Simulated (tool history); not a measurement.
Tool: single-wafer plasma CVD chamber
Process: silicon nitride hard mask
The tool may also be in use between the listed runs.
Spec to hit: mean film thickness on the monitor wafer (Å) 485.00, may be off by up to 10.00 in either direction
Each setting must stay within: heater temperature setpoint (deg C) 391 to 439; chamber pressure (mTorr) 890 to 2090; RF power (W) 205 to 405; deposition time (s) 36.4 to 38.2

run  hour  heater temperature setpoint (deg C)  chamber pressure (mTorr)  RF power (W)  deposition time (s)  mean film thickness on the monitor wafer (Å)
  1   0.0                                  415                      1490           305                 38.2                                        406.57
  2   4.9                                  423                      1490           305                 38.2                                        405.96
  3   6.6                                  414                      1490           305                 38.2                                        407.15
  4  13.4                                  414                      1630           315                 38.2                                        434.30
  5  19.9                                  414                      1730           315                 38.2                                        442.39
  6  21.3                                  414                      1820           320                 38.2                                        456.42
  7  25.3                                  414                      1880           320                 38.2                                        460.44
  8  26.3                                  414                      1930           320                 38.2                                        462.20
  9  32.4                                  414                      1970           325                 38.2                                        473.74

Consider the 4 candidate settings below. Which is the only one whose results all fall within their allowed miss of target?
  A  38.5                                  421                      1980           370                 36.4                                             ?
  B  38.5                                  417                      1900           355                 38.2                                             ?
  C  38.5                                  412                      2080           345                 36.4                                             ?
  D  38.5                                  405                      1660           370                 38.2                                             ?

move  mean film thickness on the monitor wafer (Å)
   A                                        504.71
   B                                        506.80
   C                                        484.70
   D                                        505.85
A: moves the result that the last run missed by most past its target, out the other side
B: moves the result that the last run missed by most past its target, out the other side
C: meets every target
D: moves the result that the last run missed by most past its target, out the other side
The right move is C.
